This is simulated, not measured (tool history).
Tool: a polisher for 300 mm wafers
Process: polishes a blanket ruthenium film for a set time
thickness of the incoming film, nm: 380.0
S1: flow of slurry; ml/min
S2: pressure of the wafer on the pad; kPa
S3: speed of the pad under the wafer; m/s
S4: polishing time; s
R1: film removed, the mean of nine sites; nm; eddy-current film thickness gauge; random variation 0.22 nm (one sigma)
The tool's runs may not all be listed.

run  hour   S1    S2    S3  S4      R1
  1     0  215   9.7  1.08  44  29.758
  2   4.9  215  11.7  1.08  44  35.867
  3   7.1  215  10.3  1.08  44  32.094
  4   9.9  215   9.7  1.08  44  29.923
  5  14.5  215   9.7  1.32  44  35.454
  6  18.2  215   8.3  1.32  44  31.212
  7    21  215   7.6  1.32  44  29.461

Run 8 is up next; what results do you expect?
  8  22.5  205  4.8  1.3  44   ?

Run 8 gave R1 20.687 nm.
